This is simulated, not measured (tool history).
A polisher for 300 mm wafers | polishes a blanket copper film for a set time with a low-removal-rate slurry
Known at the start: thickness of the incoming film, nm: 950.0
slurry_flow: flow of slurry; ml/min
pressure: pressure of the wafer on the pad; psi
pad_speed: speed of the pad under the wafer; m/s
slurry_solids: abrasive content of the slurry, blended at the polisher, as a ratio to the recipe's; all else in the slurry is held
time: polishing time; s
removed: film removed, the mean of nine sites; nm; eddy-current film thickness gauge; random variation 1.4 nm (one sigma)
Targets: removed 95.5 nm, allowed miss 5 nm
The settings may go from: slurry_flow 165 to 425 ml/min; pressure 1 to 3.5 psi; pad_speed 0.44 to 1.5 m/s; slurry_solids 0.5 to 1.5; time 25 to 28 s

{"run": 1, "hour": 0.0, "slurry_flow": 275, "pressure": 2.2, "pad_speed": 0.96, "slurry_solids": 1, "time": 28, "removed": 64.458}
{"run": 2, "hour": 0.9, "slurry_flow": 275, "pressure": 2.2, "pad_speed": 0.96, "slurry_solids": 1.15, "time": 28, "removed": 66.997}
{"run": 3, "hour": 9.1, "slurry_flow": 320, "pressure": 2.2, "pad_speed": 0.96, "slurry_solids": 1.15, "time": 28, "removed": 67.622}
{"run": 4, "hour": 12.0, "slurry_flow": 320, "pressure": 2.7, "pad_speed": 0.96, "slurry_solids": 1.15, "time": 28, "removed": 80.412}
{"run": 5, "hour": 16.0, "slurry_flow": 320, "pressure": 2.8, "pad_speed": 0.96, "slurry_solids": 1.15, "time": 28, "removed": 82.501}
{"hour": 22.4, "done": "worn pad replaced by a new one"}
{"run": 6, "hour": 22.4, "slurry_flow": 320, "pressure": 2.6, "pad_speed": 0.96, "slurry_solids": 1.15, "time": 28, "removed": 81.777}
{"run": 7, "hour": 30.4, "slurry_flow": 325, "pressure": 2.7, "pad_speed": 0.96, "slurry_solids": 1.15, "time": 28, "removed": 85.825}
{"run": 8, "hour": 33.7, "slurry_flow": 330, "pressure": 2.7, "pad_speed": 0.96, "slurry_solids": 1.15, "time": 28, "removed": 84.225}

Which of these 5 next moves meets every target?
{"run": "A", "hour": 37.0, "slurry_flow": 370, "pressure": 3.1, "pad_speed": 1.1, "slurry_solids": 0.95, "time": 28, "removed": "?"}
{"run": "B", "hour": 37.0, "slurry_flow": 275, "pressure": 2.7, "pad_speed": 0.9, "slurry_solids": 1.4, "time": 26, "removed": "?"}
{"run": "C", "hour": 37.0, "slurry_flow": 375, "pressure": 2.9, "pad_speed": 0.84, "slurry_solids": 1.15, "time": 27, "removed": "?"}
{"run": "D", "hour": 37.0, "slurry_flow": 320, "pressure": 2.5, "pad_speed": 1.04, "slurry_solids": 1.05, "time": 28, "removed": "?"}
{"run": "E", "hour": 37.0, "slurry_flow": 410, "pressure": 3.1, "pad_speed": 0.86, "slurry_solids": 1.4, "time": 28, "removed": "?"}

move=A removed=102.84
move=B removed=78.094
move=C removed=79.979
move=D removed=83.366
move=E removed=94.236
A: takes the result that was furthest off past its target
B: further off than the last run
C: further off than the last run
D: further off than the last run
E: meets every target
The right move is E.

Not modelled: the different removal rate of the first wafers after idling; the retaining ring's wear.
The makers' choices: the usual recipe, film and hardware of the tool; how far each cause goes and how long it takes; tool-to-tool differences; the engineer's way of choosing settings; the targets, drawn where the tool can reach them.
